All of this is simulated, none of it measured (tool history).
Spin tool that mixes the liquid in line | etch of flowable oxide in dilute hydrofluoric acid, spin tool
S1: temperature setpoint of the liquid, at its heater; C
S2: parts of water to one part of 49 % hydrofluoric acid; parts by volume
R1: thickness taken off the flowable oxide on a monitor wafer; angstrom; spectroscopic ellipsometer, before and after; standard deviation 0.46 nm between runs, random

run 1 day=0 | S1=25 S2=155 time_under_the_liquid_(s)=50 | R1=146.3
run 2 day=0.158 | S1=25 S2=120 time_under_the_liquid_(s)=50 | R1=195.81
run 3 day=0.379 | S1=27 S2=100 time_under_the_liquid_(s)=50 | R1=264.26
run 4 day=0.567 | S1=27 S2=100 time_under_the_liquid_(s)=55 | R1=289.68
run 5 day=0.6 | S1=27 S2=100 time_under_the_liquid_(s)=55 | R1=285.58
run 6 day=0.625 | S1=27 S2=135 time_under_the_liquid_(s)=55 | R1=205.36
run 7 day=0.725 | S1=28.5 S2=115 time_under_the_liquid_(s)=55 | R1=254.58
run 8 day=0.971 | S1=29 S2=100 time_under_the_liquid_(s)=55 | R1=309.23
run 9 day=1.171 | S1=30 S2=90 time_under_the_liquid_(s)=55 | R1=364.39
run 10 day=1.404 | S1=31 S2=85 time_under_the_liquid_(s)=55 | R1=398.02
run 11 day=1.683 | S1=31.5 S2=85 time_under_the_liquid_(s)=55 | R1=408.72
run 12 day=1.971 | S1=33 S2=75 time_under_the_liquid_(s)=55 | R1=505.99

Run 13, settings as shown, results not yet in. Your forecast:
run 13 day=2.1 | S1=32.5 S2=75 time_under_the_liquid_(s)=55 | R1=?

Run 13 gave R1 493.4 angstrom.
